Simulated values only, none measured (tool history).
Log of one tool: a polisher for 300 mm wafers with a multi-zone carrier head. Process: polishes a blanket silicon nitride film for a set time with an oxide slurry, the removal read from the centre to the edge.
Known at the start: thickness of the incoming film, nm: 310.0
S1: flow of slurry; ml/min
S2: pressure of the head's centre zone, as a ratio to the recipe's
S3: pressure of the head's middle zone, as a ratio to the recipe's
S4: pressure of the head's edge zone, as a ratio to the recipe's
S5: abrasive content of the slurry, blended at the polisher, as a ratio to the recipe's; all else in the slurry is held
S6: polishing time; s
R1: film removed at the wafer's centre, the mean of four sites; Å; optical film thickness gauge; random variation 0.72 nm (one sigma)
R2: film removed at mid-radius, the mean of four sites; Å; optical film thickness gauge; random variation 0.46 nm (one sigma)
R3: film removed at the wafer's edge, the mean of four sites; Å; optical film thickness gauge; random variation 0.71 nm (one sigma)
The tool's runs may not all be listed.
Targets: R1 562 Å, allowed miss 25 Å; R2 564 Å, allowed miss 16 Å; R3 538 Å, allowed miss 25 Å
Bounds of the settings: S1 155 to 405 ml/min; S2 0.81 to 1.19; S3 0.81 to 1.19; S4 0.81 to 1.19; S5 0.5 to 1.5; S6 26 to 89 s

| run | hour | S1 | S2 | S3 | S4 | S5 | S6 | R1 | R2 | R3 |
|---|---|---|---|---|---|---|---|---|---|---|
| 1 | 0 | 260 | 1 | 1 | 1 | 1 | 57 | 325.26 | 331.35 | 322.53 |
| 2 | 4.9 | 260 | 1 | 1.07 | 1 | 1 | 57 | 328.06 | 337.55 | 327.93 |
| 3 | 13 | 265 | 1.01 | 1.08 | 1 | 1.05 | 59 | 352.77 | 362.65 | 352.2 |
| 4 | 19.7 | 270 | 1.02 | 1.09 | 0.99 | 1.1 | 60 | 365.45 | 380.46 | 350.38 |
| 5 | 23.5 | 270 | 1.03 | 1.09 | 1.01 | 1.15 | 62 | 388.7 | 401.16 | 373.76 |
| 6 | 27.7 | 270 | 1.03 | 1.09 | 1.01 | 1.15 | 52 | 317.97 | 336.73 | 317.02 |
| 7 | 34.5 | 270 | 1.04 | 1.09 | 1.03 | 1.2 | 55 | 349.74 | 362.61 | 344.25 |
| 8 | 36.5 | 270 | 1.05 | 1.1 | 1.05 | 1.25 | 57 | 377.33 | 383.61 | 358.51 |
| 9 | 38.9 | 270 | 1.04 | 1.1 | 1.07 | 1.3 | 59 | 384.37 | 401.75 | 383.46 |
| 10 | 45.7 | 270 | 1.05 | 1.1 | 1.08 | 1.35 | 61 | 409.41 | 418.14 | 396.8 |
| 11 | 53.5 | 275 | 1.05 | 1.1 | 1.09 | 1.35 | 63 | 425.33 | 440.24 | 417.41 |
| 12 | 59.4 | 280 | 1.06 | 1.1 | 1.1 | 1.35 | 64 | 440.81 | 442.19 | 434.1 |
| 13 | 67.9 | 305 | 1.11 | 1.19 | 1.13 | 1.5 | 71 | 527.96 | 545.58 | 514.4 |
| 14 | 72.3 | 310 | 1.12 | 1.19 | 1.13 | 1.5 | 72 | 546.67 | 554.99 | 503.76 |
| 15 | 79 | 310 | 1.12 | 1.19 | 1.14 | 1.5 | 72 | 554.68 | 551.55 | 509.21 |

5 next moves are on the table. One of them brings every result within its allowed miss. Which?
| A | 85.7 | 180 | 0.99 | 0.96 | 1.19 | 1.5 | 86 | ? | ? | ? |
| B | 85.7 | 265 | 1.09 | 1.15 | 1.15 | 1.4 | 78 | ? | ? | ? |
| C | 85.7 | 305 | 1.14 | 1.19 | 0.99 | 1.45 | 74 | ? | ? | ? |
| D | 85.7 | 290 | 1.02 | 0.87 | 1.19 | 1.5 | 80 | ? | ? | ? |
| E | 85.7 | 270 | 1.19 | 1.17 | 1.17 | 1.45 | 71 | ? | ? | ? |

| move | R1 | R2 | R3 |
|---|---|---|---|
| A | 537.03 | 540.98 | 588.69 |
| B | 559.83 | 567.24 | 536.29 |
| C | 572.56 | 565.68 | 494.03 |
| D | 555.85 | 509.06 | 576.96 |
| E | 565.15 | 529.53 | 498.28 |
A: takes the result that was furthest off past its target
B: meets every target
C: further off than the last run
D: takes the result that was furthest off past its target
E: further off than the last run
Move B is the one to make.
